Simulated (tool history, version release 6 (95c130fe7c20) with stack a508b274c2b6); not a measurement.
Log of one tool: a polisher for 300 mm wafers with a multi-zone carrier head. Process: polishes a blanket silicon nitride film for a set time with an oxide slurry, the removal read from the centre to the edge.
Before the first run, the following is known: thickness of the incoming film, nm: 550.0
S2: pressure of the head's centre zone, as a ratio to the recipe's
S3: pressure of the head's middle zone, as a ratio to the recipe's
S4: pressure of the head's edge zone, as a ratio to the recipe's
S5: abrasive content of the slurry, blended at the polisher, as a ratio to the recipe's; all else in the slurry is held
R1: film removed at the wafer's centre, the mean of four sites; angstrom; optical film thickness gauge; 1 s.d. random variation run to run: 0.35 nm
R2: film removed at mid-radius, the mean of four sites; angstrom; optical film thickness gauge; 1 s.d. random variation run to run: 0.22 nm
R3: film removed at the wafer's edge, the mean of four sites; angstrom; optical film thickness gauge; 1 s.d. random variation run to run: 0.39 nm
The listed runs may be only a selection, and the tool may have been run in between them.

run 1 hour=0 | flow_of_slurry_(ml/min)=205 S2=1 S3=1 S4=1 S5=1 polishing_time_(s)=80 | R1=319.73 R2=320.34 R3=331.69
run 2 hour=5.5 | flow_of_slurry_(ml/min)=205 S2=1 S3=1 S4=1 S5=1 polishing_time_(s)=96 | R1=372.26 R2=389.02 R3=395.94
run 3 hour=12.9 | flow_of_slurry_(ml/min)=205 S2=1 S3=1 S4=1.05 S5=1 polishing_time_(s)=96 | R1=372.92 R2=393.19 R3=393.79
run 4 hour=18 | flow_of_slurry_(ml/min)=180 S2=1 S3=1 S4=1.05 S5=1 polishing_time_(s)=96 | R1=366.33 R2=375.03 R3=403.25
run 5 hour=24.7 | flow_of_slurry_(ml/min)=195 S2=0.98 S3=0.97 S4=1.05 S5=0.9 polishing_time_(s)=94 | R1=349.93 R2=360.51 R3=380.11
run 6 hour=32.6 | flow_of_slurry_(ml/min)=195 S2=0.97 S3=0.96 S4=1.05 S5=0.8 polishing_time_(s)=90 | R1=321.84 R2=328.54 R3=353.73
run 7 hour=39.7 | flow_of_slurry_(ml/min)=200 S2=0.96 S3=0.95 S4=1.05 S5=0.75 polishing_time_(s)=87 | R1=310.34 R2=308.61 R3=334.43
run 8 hour=45 | flow_of_slurry_(ml/min)=200 S2=0.94 S3=0.95 S4=1.05 S5=0.7 polishing_time_(s)=85 | R1=285.31 R2=292.21 R3=310.44
run 9 hour=49.8 | flow_of_slurry_(ml/min)=195 S2=0.93 S3=0.94 S4=1.04 S5=0.65 polishing_time_(s)=85 | R1=279.74 R2=281.21 R3=310.79
run 10 hour=57.5 | flow_of_slurry_(ml/min)=195 S2=0.93 S3=0.94 S4=1.04 S5=0.65 polishing_time_(s)=85 | R1=269.84 R2=286.88 R3=318.89

The next listed run, before its measurement:
run 11 hour=59.8 | flow_of_slurry_(ml/min)=200 S2=0.93 S3=0.94 S4=1.04 S5=0.6 polishing_time_(s)=84 | R1=? R2=? R3=?

Run 11 came out at R1 262.2 angstrom, R2 271.34 angstrom, R3 306.63 angstrom.
